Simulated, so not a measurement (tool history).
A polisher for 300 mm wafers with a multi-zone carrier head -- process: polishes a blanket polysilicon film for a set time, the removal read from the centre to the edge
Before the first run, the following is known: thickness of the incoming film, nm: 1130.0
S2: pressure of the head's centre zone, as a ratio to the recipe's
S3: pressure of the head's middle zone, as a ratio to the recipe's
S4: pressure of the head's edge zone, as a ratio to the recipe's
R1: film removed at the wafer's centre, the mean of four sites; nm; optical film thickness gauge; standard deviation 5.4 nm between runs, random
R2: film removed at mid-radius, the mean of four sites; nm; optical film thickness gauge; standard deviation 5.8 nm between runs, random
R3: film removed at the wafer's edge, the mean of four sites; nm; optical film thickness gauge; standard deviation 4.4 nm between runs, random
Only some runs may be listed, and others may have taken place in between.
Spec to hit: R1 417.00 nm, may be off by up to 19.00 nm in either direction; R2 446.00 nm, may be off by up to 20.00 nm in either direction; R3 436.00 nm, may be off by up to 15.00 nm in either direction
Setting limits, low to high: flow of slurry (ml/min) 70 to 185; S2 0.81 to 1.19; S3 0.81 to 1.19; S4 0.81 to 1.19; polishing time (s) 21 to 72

Run 1, hour 0.0: flow of slurry (ml/min) 120, S2 1.00, S3 1.00, S4 1.00, polishing time (s) 46. Result: R1 321.78 nm, R2 358.48 nm, R3 342.86 nm.
Run 2, hour 5.0: flow of slurry (ml/min) 130, S2 1.02, S3 1.01, S4 1.04, polishing time (s) 48. Result: R1 344.00 nm, R2 373.19 nm, R3 384.83 nm.
Run 3, hour 6.1: flow of slurry (ml/min) 130, S2 1.02, S3 1.01, S4 1.04, polishing time (s) 44. Result: R1 330.60 nm, R2 346.67 nm, R3 347.70 nm.
Run 4, hour 14.8: flow of slurry (ml/min) 130, S2 1.02, S3 1.01, S4 1.10, polishing time (s) 44. Result: R1 321.28 nm, R2 350.64 nm, R3 351.02 nm.
Run 5, hour 18.1: flow of slurry (ml/min) 130, S2 1.02, S3 1.01, S4 1.10, polishing time (s) 35. Result: R1 256.49 nm, R2 274.84 nm, R3 287.38 nm.
At hour 22.8: centre zone pressure recalibrated.
Run 6, hour 22.8: flow of slurry (ml/min) 130, S2 0.96, S3 1.01, S4 1.10, polishing time (s) 35. Result: R1 261.94 nm, R2 276.66 nm, R3 280.59 nm.
Run 7, hour 30.6: flow of slurry (ml/min) 145, S2 0.96, S3 1.03, S4 1.10, polishing time (s) 40. Result: R1 298.83 nm, R2 335.07 nm, R3 327.32 nm.
Run 8, hour 39.5: flow of slurry (ml/min) 155, S2 0.99, S3 1.02, S4 1.07, polishing time (s) 43. Result: R1 335.07 nm, R2 348.03 nm, R3 349.96 nm.
Run 9, hour 41.7: flow of slurry (ml/min) 160, S2 1.01, S3 1.05, S4 1.09, polishing time (s) 45. Result: R1 365.40 nm, R2 383.84 nm, R3 374.39 nm.
Run 10, hour 48.7: flow of slurry (ml/min) 160, S2 1.01, S3 1.05, S4 1.09, polishing time (s) 45. Result: R1 374.00 nm, R2 385.58 nm, R3 369.39 nm.
Run 11, hour 54.4: flow of slurry (ml/min) 160, S2 1.01, S3 1.05, S4 1.11, polishing time (s) 47. Result: R1 382.69 nm, R2 400.69 nm, R3 392.02 nm.
Run 12, hour 55.8: flow of slurry (ml/min) 160, S2 1.01, S3 1.05, S4 1.11, polishing time (s) 47. Result: R1 381.06 nm, R2 385.33 nm, R3 388.67 nm.
Run 13, hour 60.1: flow of slurry (ml/min) 160, S2 1.00, S3 1.06, S4 1.12, polishing time (s) 49. Result: R1 395.45 nm, R2 413.20 nm, R3 416.84 nm.
Run 14, hour 67.3: flow of slurry (ml/min) 165, S2 0.99, S3 1.08, S4 1.13, polishing time (s) 49. Result: R1 384.39 nm, R2 435.23 nm, R3 409.49 nm.
Run 15, hour 69.9: flow of slurry (ml/min) 170, S2 0.99, S3 1.08, S4 1.14, polishing time (s) 49. Result: R1 399.66 nm, R2 434.87 nm, R3 416.50 nm.
Run 16, hour 73.9: flow of slurry (ml/min) 170, S2 0.99, S3 1.08, S4 1.15, polishing time (s) 49. Result: R1 390.05 nm, R2 431.13 nm, R3 420.27 nm.
Run 17, hour 74.5: flow of slurry (ml/min) 175, S2 0.99, S3 1.08, S4 1.15, polishing time (s) 49. Result: R1 400.79 nm, R2 430.08 nm, R3 421.27 nm.

Pick the move, out of 4, that brings all results within their allowed miss; only one does.
Run A, hour 75.1: flow of slurry (ml/min) 170, S2 1.06, S3 1.04, S4 1.14, polishing time (s) 46. Result: R1 ?, R2 ?, R3 ?.
Run B, hour 75.1: flow of slurry (ml/min) 130, S2 1.05, S3 1.14, S4 1.14, polishing time (s) 50. Result: R1 ?, R2 ?, R3 ?.
Run C, hour 75.1: flow of slurry (ml/min) 185, S2 0.96, S3 1.02, S4 1.05, polishing time (s) 52. Result: R1 ?, R2 ?, R3 ?.
Run D, hour 75.1: flow of slurry (ml/min) 165, S2 0.97, S3 1.04, S4 1.19, polishing time (s) 48. Result: R1 ?, R2 ?, R3 ?.

move      R1      R2      R3
   A  395.45  383.81  391.62
   B  403.94  430.11  411.04
   C  410.42  432.73  428.84
   D  375.33  398.75  416.43
A: lands further from the targets than the last run did
B: lands further from the targets than the last run did
C: every result within its allowed miss
D: lands further from the targets than the last run did
Answer: C
